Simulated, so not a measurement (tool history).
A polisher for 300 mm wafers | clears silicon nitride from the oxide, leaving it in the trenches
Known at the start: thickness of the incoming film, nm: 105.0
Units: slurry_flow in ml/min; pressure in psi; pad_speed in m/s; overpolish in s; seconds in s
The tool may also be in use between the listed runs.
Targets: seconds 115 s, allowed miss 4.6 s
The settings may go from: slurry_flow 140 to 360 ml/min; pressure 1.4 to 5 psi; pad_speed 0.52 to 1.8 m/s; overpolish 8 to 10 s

Run 1, hour 0: slurry_flow 230 ml/min, pressure 3.2 psi, pad_speed 1.16 m/s, overpolish 10 s. Result: seconds 76.268 s.
Run 2, hour 1: slurry_flow 280 ml/min, pressure 3.2 psi, pad_speed 1.16 m/s, overpolish 10 s. Result: seconds 75.552 s.
Run 3, hour 10: slurry_flow 300 ml/min, pressure 3.2 psi, pad_speed 1.16 m/s, overpolish 10 s. Result: seconds 75.214 s.
Run 4, hour 11.3: slurry_flow 300 ml/min, pressure 2.8 psi, pad_speed 1.16 m/s, overpolish 10 s. Result: seconds 84.568 s.
Run 5, hour 15.6: slurry_flow 325 ml/min, pressure 2.8 psi, pad_speed 1.16 m/s, overpolish 10 s. Result: seconds 82.44 s.
Run 6, hour 18.3: slurry_flow 325 ml/min, pressure 2.5 psi, pad_speed 1.16 m/s, overpolish 10 s. Result: seconds 92.317 s.
Run 7, hour 20.6: slurry_flow 325 ml/min, pressure 2.3 psi, pad_speed 1.16 m/s, overpolish 10 s. Result: seconds 97.708 s.
Run 8, hour 21.9: slurry_flow 325 ml/min, pressure 2.2 psi, pad_speed 1.16 m/s, overpolish 10 s. Result: seconds 102.36 s.
Run 9, hour 23.5: slurry_flow 320 ml/min, pressure 2.1 psi, pad_speed 1.16 m/s, overpolish 10 s. Result: seconds 108.12 s.
Run 10, hour 26: slurry_flow 315 ml/min, pressure 2.1 psi, pad_speed 1.16 m/s, overpolish 10 s. Result: seconds 108.29 s.
Run 11, hour 33.9: slurry_flow 310 ml/min, pressure 2.1 psi, pad_speed 1.16 m/s, overpolish 10 s. Result: seconds 108.38 s.
Run 12, hour 35.9: slurry_flow 310 ml/min, pressure 2.1 psi, pad_speed 1.16 m/s, overpolish 10 s. Result: seconds 107.73 s.
Run 13, hour 36.9: slurry_flow 305 ml/min, pressure 2.1 psi, pad_speed 1.16 m/s, overpolish 10 s. Result: seconds 108.55 s.
Run 14, hour 43.9: slurry_flow 300 ml/min, pressure 2.1 psi, pad_speed 1.16 m/s, overpolish 10 s. Result: seconds 108.57 s.
Run 15, hour 52.9: slurry_flow 295 ml/min, pressure 2.1 psi, pad_speed 1.16 m/s, overpolish 10 s. Result: seconds 109.06 s.

4 next moves are on the table. One of them brings every result within its allowed miss. Which?
Run A, hour 61.9: slurry_flow 290 ml/min, pressure 2.1 psi, pad_speed 1.18 m/s, overpolish 9 s. Result: seconds ?.
Run B, hour 61.9: slurry_flow 275 ml/min, pressure 1.9 psi, pad_speed 1.36 m/s, overpolish 10 s. Result: seconds ?.
Run C, hour 61.9: slurry_flow 315 ml/min, pressure 1.8 psi, pad_speed 1.26 m/s, overpolish 10 s. Result: seconds ?.
Run D, hour 61.9: slurry_flow 285 ml/min, pressure 2.4 psi, pad_speed 1.1 m/s, overpolish 9 s. Result: seconds ?.

move  seconds
   A   107.95
   B   103.32
   C   114.66
   D   102.96
A: further off than the last run
B: further off than the last run
C: meets every target
D: further off than the last run
Answer: C

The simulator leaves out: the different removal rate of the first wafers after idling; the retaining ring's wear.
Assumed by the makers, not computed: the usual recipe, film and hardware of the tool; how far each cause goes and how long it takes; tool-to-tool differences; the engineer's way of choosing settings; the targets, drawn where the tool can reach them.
